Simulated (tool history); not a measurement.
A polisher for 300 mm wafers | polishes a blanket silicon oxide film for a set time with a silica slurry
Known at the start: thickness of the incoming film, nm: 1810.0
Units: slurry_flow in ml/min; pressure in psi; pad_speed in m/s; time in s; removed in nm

Run 1, hour 0: slurry_flow 175 ml/min, pressure 4.4 psi, pad_speed 1.28 m/s, slurry_solids 1, time 107 s. Result: removed 339.58 nm.
Run 2, hour 8.3: slurry_flow 170 ml/min, pressure 4 psi, pad_speed 1.28 m/s, slurry_solids 1, time 107 s. Result: removed 315.23 nm.
Run 3, hour 10.1: slurry_flow 155 ml/min, pressure 4 psi, pad_speed 1.28 m/s, slurry_solids 1, time 107 s. Result: removed 305.79 nm.
Run 4, hour 14.1: slurry_flow 155 ml/min, pressure 4.4 psi, pad_speed 1.28 m/s, slurry_solids 1, time 107 s. Result: removed 332.64 nm.
Run 5, hour 23: slurry_flow 150 ml/min, pressure 4 psi, pad_speed 1.28 m/s, slurry_solids 1, time 107 s. Result: removed 304.79 nm.
Run 6, hour 26.2: slurry_flow 145 ml/min, pressure 3.7 psi, pad_speed 1.28 m/s, slurry_solids 1, time 107 s. Result: removed 277.63 nm.
Run 7, hour 32: slurry_flow 120 ml/min, pressure 3 psi, pad_speed 1.28 m/s, slurry_solids 1, time 107 s. Result: removed 218.95 nm.
Run 8, hour 37.1: slurry_flow 125 ml/min, pressure 3 psi, pad_speed 1.28 m/s, slurry_solids 1, time 107 s. Result: removed 221.71 nm.
Run 9, hour 44.6: slurry_flow 130 ml/min, pressure 3 psi, pad_speed 1.28 m/s, slurry_solids 1, time 107 s. Result: removed 222.05 nm.

The next listed run, before its measurement:
Run 10, hour 49.2: slurry_flow 135 ml/min, pressure 3 psi, pad_speed 1.28 m/s, slurry_solids 1, time 107 s. Result: removed ?.

Run 10 gave removed 222.72 nm.

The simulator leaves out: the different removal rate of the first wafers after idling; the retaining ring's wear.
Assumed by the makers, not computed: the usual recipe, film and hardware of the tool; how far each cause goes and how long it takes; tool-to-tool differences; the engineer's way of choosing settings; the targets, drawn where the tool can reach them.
